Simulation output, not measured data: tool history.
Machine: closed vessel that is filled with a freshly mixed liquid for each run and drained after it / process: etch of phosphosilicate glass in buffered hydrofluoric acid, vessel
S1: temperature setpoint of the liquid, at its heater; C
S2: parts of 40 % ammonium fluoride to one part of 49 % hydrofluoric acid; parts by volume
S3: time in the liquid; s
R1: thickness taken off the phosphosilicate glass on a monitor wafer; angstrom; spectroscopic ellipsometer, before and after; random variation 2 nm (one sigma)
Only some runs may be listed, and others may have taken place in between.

run 1 hour=0.0 | S1=24.0 S2=8.0 S3=105 | R1=3897.8
run 2 hour=9.2 | S1=21.5 S2=8.0 S3=105 | R1=3414.6
run 3 hour=18.1 | S1=24.5 S2=8.0 S3=105 | R1=3998.7
run 4 hour=21.7 | S1=27.0 S2=8.0 S3=105 | R1=4584.4
run 5 hour=25.5 | S1=27.0 S2=8.0 S3=115 | R1=5044.8
run 6 hour=27.7 | S1=27.0 S2=9.0 S3=115 | R1=4428.3
run 7 hour=31.9 | S1=27.0 S2=9.0 S3=115 | R1=4410.0
run 8 hour=35.1 | S1=28.5 S2=9.0 S3=115 | R1=4791.8
run 9 hour=37.6 | S1=29.5 S2=9.0 S3=115 | R1=5035.7
-- hour=43.6 thermometer replaced
run 10 hour=43.6 | S1=30.5 S2=9.0 S3=115 | R1=4940.9

Run 11 comes next. What will it give?
run 11 hour=45.5 | S1=31.0 S2=8.5 S3=115 | R1=?

{"run 11": {"R1": 5409.8}}
